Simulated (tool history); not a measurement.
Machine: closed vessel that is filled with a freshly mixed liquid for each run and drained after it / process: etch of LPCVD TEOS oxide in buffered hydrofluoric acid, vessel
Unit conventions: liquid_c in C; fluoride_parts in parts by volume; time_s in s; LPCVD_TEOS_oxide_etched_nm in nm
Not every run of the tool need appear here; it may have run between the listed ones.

Run 1, hour 0.0: liquid_c 23.0 C, fluoride_parts 10.0 parts by volume, time_s 100 s. Result: LPCVD_TEOS_oxide_etched_nm 240.65 nm.
Run 2, hour 3.9: liquid_c 24.0 C, fluoride_parts 10.0 parts by volume, time_s 100 s. Result: LPCVD_TEOS_oxide_etched_nm 252.03 nm.
Run 3, hour 12.8: liquid_c 25.0 C, fluoride_parts 10.0 parts by volume, time_s 100 s. Result: LPCVD_TEOS_oxide_etched_nm 268.90 nm.
Run 4, hour 20.2: liquid_c 27.0 C, fluoride_parts 10.0 parts by volume, time_s 100 s. Result: LPCVD_TEOS_oxide_etched_nm 293.00 nm.
Run 5, hour 23.6: liquid_c 27.5 C, fluoride_parts 10.0 parts by volume, time_s 100 s. Result: LPCVD_TEOS_oxide_etched_nm 305.94 nm.
Run 6, hour 24.5: liquid_c 27.5 C, fluoride_parts 10.0 parts by volume, time_s 100 s. Result: LPCVD_TEOS_oxide_etched_nm 307.72 nm.
Run 7, hour 32.2: liquid_c 27.5 C, fluoride_parts 10.0 parts by volume, time_s 100 s. Result: LPCVD_TEOS_oxide_etched_nm 303.35 nm.
Run 8, hour 36.5: liquid_c 28.0 C, fluoride_parts 10.0 parts by volume, time_s 100 s. Result: LPCVD_TEOS_oxide_etched_nm 309.64 nm.
Run 9, hour 41.2: liquid_c 28.5 C, fluoride_parts 10.0 parts by volume, time_s 100 s. Result: LPCVD_TEOS_oxide_etched_nm 322.75 nm.
Run 10, hour 46.9: liquid_c 29.0 C, fluoride_parts 10.0 parts by volume, time_s 100 s. Result: LPCVD_TEOS_oxide_etched_nm 329.02 nm.

Forecast run 11:
Run 11, hour 50.5: liquid_c 29.5 C, fluoride_parts 10.0 parts by volume, time_s 100 s. Result: LPCVD_TEOS_oxide_etched_nm ?.

LPCVD_TEOS_oxide_etched_nm: 338.75 nm
